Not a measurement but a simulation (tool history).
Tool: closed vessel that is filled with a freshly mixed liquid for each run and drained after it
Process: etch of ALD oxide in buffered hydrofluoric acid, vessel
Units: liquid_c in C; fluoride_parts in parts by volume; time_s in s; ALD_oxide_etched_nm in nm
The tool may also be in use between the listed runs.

Run 1, day 0.000: liquid_c 23.0 C, fluoride_parts 24.0 parts by volume, time_s 30 s. Result: ALD_oxide_etched_nm 30.366 nm.
Run 2, day 0.058: liquid_c 25.5 C, fluoride_parts 20.0 parts by volume, time_s 30 s. Result: ALD_oxide_etched_nm 39.054 nm.
Run 3, day 0.121: liquid_c 27.0 C, fluoride_parts 17.0 parts by volume, time_s 30 s. Result: ALD_oxide_etched_nm 50.451 nm.
Run 4, day 0.408: liquid_c 27.0 C, fluoride_parts 20.5 parts by volume, time_s 30 s. Result: ALD_oxide_etched_nm 41.783 nm.
Run 5, day 0.704: liquid_c 27.0 C, fluoride_parts 20.5 parts by volume, time_s 30 s. Result: ALD_oxide_etched_nm 41.502 nm.
Run 6, day 0.850: liquid_c 25.0 C, fluoride_parts 20.5 parts by volume, time_s 30 s. Result: ALD_oxide_etched_nm 36.904 nm.
Run 7, day 1.200: liquid_c 27.0 C, fluoride_parts 18.5 parts by volume, time_s 30 s. Result: ALD_oxide_etched_nm 45.819 nm.

The next listed run, before its measurement:
Run 8, day 1.304: liquid_c 28.0 C, fluoride_parts 17.0 parts by volume, time_s 30 s. Result: ALD_oxide_etched_nm ?.

{"run 8": {"ALD_oxide_etched_nm": 52.271}}
